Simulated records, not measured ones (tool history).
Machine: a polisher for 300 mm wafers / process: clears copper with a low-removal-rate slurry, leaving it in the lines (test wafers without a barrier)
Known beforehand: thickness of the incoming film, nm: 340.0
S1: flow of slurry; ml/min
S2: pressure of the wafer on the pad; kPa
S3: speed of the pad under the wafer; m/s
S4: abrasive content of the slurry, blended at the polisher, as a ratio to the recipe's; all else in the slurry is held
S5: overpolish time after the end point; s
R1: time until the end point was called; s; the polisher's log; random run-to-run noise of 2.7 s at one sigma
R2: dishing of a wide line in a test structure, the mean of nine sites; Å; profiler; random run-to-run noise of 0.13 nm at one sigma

run    day   S1    S2    S3    S4  S5      R1      R2
  1      0  215  15.9   1.2     1  28  138.84  141.12
  2  0.325  270  15.9   1.2     1  28  135.96  138.14
  3  0.688  285  13.8  1.26     1  24  137.95  138.75
  4  0.729  295  15.2  1.12  0.95  21  147.42  134.07
  5   0.75  305  16.5     1  0.85  18  153.01  131.26
  6  0.871  310  17.9  0.92   0.8  16  156.71  127.08
  7  0.912  315  19.3  0.84  0.75  14  160.41  119.77
  8  1.217  320  20.7  0.78   0.7  13  166.05     116

For run 9, what comes out?
  9  1.5  325  21.4  0.74  0.65  12   ?   ?

{"run 9": {"R1": 167.77, "R2": 110.82}}
